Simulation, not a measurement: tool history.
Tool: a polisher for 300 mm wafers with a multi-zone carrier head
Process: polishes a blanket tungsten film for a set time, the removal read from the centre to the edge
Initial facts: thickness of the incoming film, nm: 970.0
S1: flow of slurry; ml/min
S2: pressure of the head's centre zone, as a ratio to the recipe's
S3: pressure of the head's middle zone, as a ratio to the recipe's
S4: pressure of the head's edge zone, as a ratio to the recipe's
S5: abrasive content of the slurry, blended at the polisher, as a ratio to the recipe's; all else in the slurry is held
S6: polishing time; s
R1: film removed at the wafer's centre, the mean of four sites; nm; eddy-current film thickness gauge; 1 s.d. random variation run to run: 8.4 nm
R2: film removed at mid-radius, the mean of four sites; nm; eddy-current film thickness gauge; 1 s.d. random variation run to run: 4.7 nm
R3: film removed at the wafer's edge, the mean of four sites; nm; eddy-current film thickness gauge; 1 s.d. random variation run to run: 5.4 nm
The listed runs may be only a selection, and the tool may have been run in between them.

{"run": 1, "hour": 0.0, "S1": 170, "S2": 1, "S3": 1, "S4": 1, "S5": 1, "S6": 57, "R1": 400.52, "R2": 410.36, "R3": 396.01}
{"run": 2, "hour": 8.6, "S1": 200, "S2": 1, "S3": 1, "S4": 1, "S5": 1, "S6": 57, "R1": 424.38, "R2": 422.64, "R3": 399.23}
{"run": 3, "hour": 16.8, "S1": 200, "S2": 1, "S3": 1, "S4": 1, "S5": 1.2, "S6": 57, "R1": 441.89, "R2": 439.5, "R3": 419.05}
{"run": 4, "hour": 23.5, "S1": 200, "S2": 1.01, "S3": 1.02, "S4": 1.02, "S5": 1.25, "S6": 58, "R1": 446.31, "R2": 459.26, "R3": 432.83}
{"run": 5, "hour": 31.6, "S1": 170, "S2": 1.01, "S3": 1.02, "S4": 1.02, "S5": 1.25, "S6": 58, "R1": 432.28, "R2": 440.98, "R3": 423.8}
{"run": 6, "hour": 38.9, "S1": 170, "S2": 0.96, "S3": 1.02, "S4": 1.02, "S5": 1.25, "S6": 58, "R1": 424.89, "R2": 447.4, "R3": 426.54}

Predict the results of run 7:
{"run": 7, "hour": 47.5, "S1": 180, "S2": 0.98, "S3": 1.03, "S4": 1.03, "S5": 1.3, "S6": 60, "R1": "?", "R2": "?", "R3": "?"}

{"run 7": {"R1": 457.79, "R2": 471.93, "R3": 442.3}}
